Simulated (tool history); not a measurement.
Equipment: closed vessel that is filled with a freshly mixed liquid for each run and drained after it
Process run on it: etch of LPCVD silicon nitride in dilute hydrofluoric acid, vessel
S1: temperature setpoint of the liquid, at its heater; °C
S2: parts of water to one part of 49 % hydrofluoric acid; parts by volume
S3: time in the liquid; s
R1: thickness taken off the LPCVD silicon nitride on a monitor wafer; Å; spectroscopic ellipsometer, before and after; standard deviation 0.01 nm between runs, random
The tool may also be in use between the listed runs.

run,day,S1,S2,S3,R1
1,0,23,60,765,56.098
2,0.354,20,60,765,45.544
3,0.512,19.5,65,765,40.848
4,0.708,19,65,765,39.443
5,0.979,18.5,65,765,38.035
6,1.083,18,65,765,36.655
7,1.338,17.5,70,765,33.063

Predict the results of run 8:
8,1.388,17,75,765,?

R1: 29.845 Å
